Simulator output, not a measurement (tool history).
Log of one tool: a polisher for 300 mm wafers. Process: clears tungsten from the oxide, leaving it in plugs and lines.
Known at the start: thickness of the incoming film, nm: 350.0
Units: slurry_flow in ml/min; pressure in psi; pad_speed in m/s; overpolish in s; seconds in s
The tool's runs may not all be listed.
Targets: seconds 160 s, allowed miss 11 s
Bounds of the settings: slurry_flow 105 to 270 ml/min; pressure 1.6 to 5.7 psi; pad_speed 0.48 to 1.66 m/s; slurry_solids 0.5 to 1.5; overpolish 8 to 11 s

{"run": 1, "hour": 0.0, "slurry_flow": 175, "pressure": 3.6, "pad_speed": 1.06, "slurry_solids": 1, "overpolish": 11, "seconds": 83.897}
{"run": 2, "hour": 2.4, "slurry_flow": 175, "pressure": 3.1, "pad_speed": 1.06, "slurry_solids": 1, "overpolish": 11, "seconds": 99.464}
{"run": 3, "hour": 3.5, "slurry_flow": 175, "pressure": 3, "pad_speed": 1.06, "slurry_solids": 1, "overpolish": 11, "seconds": 101.36}
{"run": 4, "hour": 8.9, "slurry_flow": 135, "pressure": 3, "pad_speed": 1.06, "slurry_solids": 1, "overpolish": 11, "seconds": 108.55}
{"run": 5, "hour": 10.4, "slurry_flow": 135, "pressure": 2.4, "pad_speed": 1.06, "slurry_solids": 1, "overpolish": 11, "seconds": 128.57}
{"run": 6, "hour": 11.5, "slurry_flow": 135, "pressure": 2.4, "pad_speed": 1.06, "slurry_solids": 1.1, "overpolish": 11, "seconds": 125.25}
{"run": 7, "hour": 15.3, "slurry_flow": 135, "pressure": 2.3, "pad_speed": 1.06, "slurry_solids": 1.1, "overpolish": 11, "seconds": 132.97}
{"run": 8, "hour": 21.4, "slurry_flow": 135, "pressure": 2.2, "pad_speed": 1.06, "slurry_solids": 1.1, "overpolish": 11, "seconds": 145.88}
{"run": 9, "hour": 29.2, "slurry_flow": 135, "pressure": 2.1, "pad_speed": 1.06, "slurry_solids": 1.1, "overpolish": 11, "seconds": 147.74}

Which of these 4 next moves meets every target?
{"run": "A", "hour": 37.0, "slurry_flow": 110, "pressure": 1.9, "pad_speed": 1.24, "slurry_solids": 1.45, "overpolish": 11, "seconds": "?"}
{"run": "B", "hour": 37.0, "slurry_flow": 140, "pressure": 1.7, "pad_speed": 1.38, "slurry_solids": 1.05, "overpolish": 8, "seconds": "?"}
{"run": "C", "hour": 37.0, "slurry_flow": 140, "pressure": 2.5, "pad_speed": 0.96, "slurry_solids": 1.05, "overpolish": 11, "seconds": "?"}
{"run": "D", "hour": 37.0, "slurry_flow": 130, "pressure": 2, "pad_speed": 1.06, "slurry_solids": 0.95, "overpolish": 11, "seconds": "?"}

move=A seconds=137.58
move=B seconds=139.28
move=C seconds=137.48
move=D seconds=160.23
A: further off than the last run
B: further off than the last run
C: further off than the last run
D: meets every target
Move D is the one to make.

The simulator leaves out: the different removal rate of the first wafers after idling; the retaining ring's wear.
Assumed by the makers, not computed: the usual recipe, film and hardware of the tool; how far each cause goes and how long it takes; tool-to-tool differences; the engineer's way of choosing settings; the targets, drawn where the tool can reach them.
